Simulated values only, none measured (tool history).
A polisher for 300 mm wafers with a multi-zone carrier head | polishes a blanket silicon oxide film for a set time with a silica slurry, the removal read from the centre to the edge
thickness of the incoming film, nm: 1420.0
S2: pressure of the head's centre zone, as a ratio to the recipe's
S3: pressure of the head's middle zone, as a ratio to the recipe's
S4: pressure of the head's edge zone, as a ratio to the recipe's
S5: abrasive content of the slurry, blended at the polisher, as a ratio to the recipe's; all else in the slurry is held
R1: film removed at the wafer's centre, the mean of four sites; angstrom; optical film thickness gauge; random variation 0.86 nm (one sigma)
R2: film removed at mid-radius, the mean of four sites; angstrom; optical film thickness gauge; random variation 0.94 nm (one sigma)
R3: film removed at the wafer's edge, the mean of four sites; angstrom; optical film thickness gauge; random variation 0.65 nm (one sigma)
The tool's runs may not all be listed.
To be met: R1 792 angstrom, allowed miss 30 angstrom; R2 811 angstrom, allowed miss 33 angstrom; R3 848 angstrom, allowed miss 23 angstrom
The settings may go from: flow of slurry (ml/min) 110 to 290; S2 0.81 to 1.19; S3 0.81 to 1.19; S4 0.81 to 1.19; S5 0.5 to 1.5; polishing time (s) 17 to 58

{"run": 1, "hour": 0.0, "flow of slurry (ml/min)": 185, "S2": 1, "S3": 1, "S4": 1, "S5": 1, "polishing time (s)": 37, "R1": 1095.4, "R2": 1063.2, "R3": 1088.3}
{"run": 2, "hour": 2.7, "flow of slurry (ml/min)": 175, "S2": 0.97, "S3": 0.97, "S4": 0.96, "S5": 0.9, "polishing time (s)": 37, "R1": 1009.6, "R2": 996.78, "R3": 1014}
{"run": 3, "hour": 9.3, "flow of slurry (ml/min)": 175, "S2": 0.91, "S3": 0.97, "S4": 0.96, "S5": 0.9, "polishing time (s)": 37, "R1": 957.26, "R2": 998.93, "R3": 1023}
{"run": 4, "hour": 17.1, "flow of slurry (ml/min)": 175, "S2": 0.91, "S3": 0.97, "S4": 0.96, "S5": 0.9, "polishing time (s)": 42, "R1": 1107.1, "R2": 1105.8, "R3": 1152.4}
{"run": 5, "hour": 19.4, "flow of slurry (ml/min)": 165, "S2": 0.89, "S3": 0.95, "S4": 0.93, "S5": 0.8, "polishing time (s)": 41, "R1": 987.25, "R2": 1020, "R3": 1050.8}
{"run": 6, "hour": 21.2, "flow of slurry (ml/min)": 165, "S2": 0.89, "S3": 1.03, "S4": 0.93, "S5": 0.8, "polishing time (s)": 41, "R1": 962.71, "R2": 1083.1, "R3": 1053.2}
{"run": 7, "hour": 23.2, "flow of slurry (ml/min)": 155, "S2": 0.88, "S3": 0.99, "S4": 0.91, "S5": 0.7, "polishing time (s)": 41, "R1": 901.7, "R2": 980.67, "R3": 994.4}
{"run": 8, "hour": 24.1, "flow of slurry (ml/min)": 145, "S2": 0.88, "S3": 0.93, "S4": 0.83, "S5": 0.5, "polishing time (s)": 40, "R1": 764.75, "R2": 789.5, "R3": 796.44}

4 next moves are on the table. One of them brings every result within its allowed miss. Which?
{"run": "A", "hour": 25.0, "flow of slurry (ml/min)": 110, "S2": 0.87, "S3": 1.01, "S4": 0.83, "S5": 0.55, "polishing time (s)": 41, "R1": "?", "R2": "?", "R3": "?"}
{"run": "B", "hour": 25.0, "flow of slurry (ml/min)": 110, "S2": 0.87, "S3": 0.97, "S4": 0.91, "S5": 0.5, "polishing time (s)": 42, "R1": "?", "R2": "?", "R3": "?"}
{"run": "C", "hour": 25.0, "flow of slurry (ml/min)": 140, "S2": 0.88, "S3": 0.91, "S4": 0.87, "S5": 0.65, "polishing time (s)": 38, "R1": "?", "R2": "?", "R3": "?"}
{"run": "D", "hour": 25.0, "flow of slurry (ml/min)": 150, "S2": 0.97, "S3": 1.08, "S4": 0.81, "S5": 0.55, "polishing time (s)": 35, "R1": "?", "R2": "?", "R3": "?"}

move=A R1=720.62 R2=827.74 R3=798.53
move=B R1=710.27 R2=789.45 R3=821.09
move=C R1=778.79 R2=805.85 R3=847.95
move=D R1=747.36 R2=811.03 R3=714.13
A: further off than the last run
B: further off than the last run
C: meets every target
D: further off than the last run
Move C is the one to make.
